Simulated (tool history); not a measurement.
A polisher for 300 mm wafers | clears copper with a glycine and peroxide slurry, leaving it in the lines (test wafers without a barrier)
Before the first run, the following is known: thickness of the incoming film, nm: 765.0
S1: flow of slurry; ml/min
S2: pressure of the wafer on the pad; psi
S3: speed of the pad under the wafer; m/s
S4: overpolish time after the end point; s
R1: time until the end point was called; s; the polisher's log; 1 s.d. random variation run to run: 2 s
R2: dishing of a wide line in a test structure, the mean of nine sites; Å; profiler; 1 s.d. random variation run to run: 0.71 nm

| run | hour | S1 | S2 | S3 | S4 | R1 | R2 |
|---|---|---|---|---|---|---|---|
| 1 | 0 | 300 | 3.4 | 1.2 | 25 | 87.388 | 1022.7 |
| 2 | 4.6 | 300 | 3.4 | 1.2 | 18 | 89.947 | 805.45 |
| 3 | 6.4 | 295 | 2.8 | 1.08 | 18 | 115.76 | 657.03 |
| 4 | 14.9 | 230 | 2.8 | 1.08 | 18 | 117.33 | 658.36 |
| 5 | 16.5 | 230 | 2.4 | 1.02 | 19 | 140.09 | 586.76 |
| 6 | 21.5 | 230 | 2.7 | 1.02 | 19 | 125 | 635.93 |
| 7 | 26.8 | 230 | 2.3 | 0.98 | 20 | 150.65 | 587.86 |
| 8 | 31.1 | 230 | 2.1 | 0.98 | 20 | 160.78 | 548.32 |

Run 9 is up next; what results do you expect?
|  | 35.2 | worn pad replaced by a new one |
| 9 | 35.2 | 230 | 1.9 | 0.98 | 20 | ? | ? |

R1: 155.39 s
R2: 566.97 Å
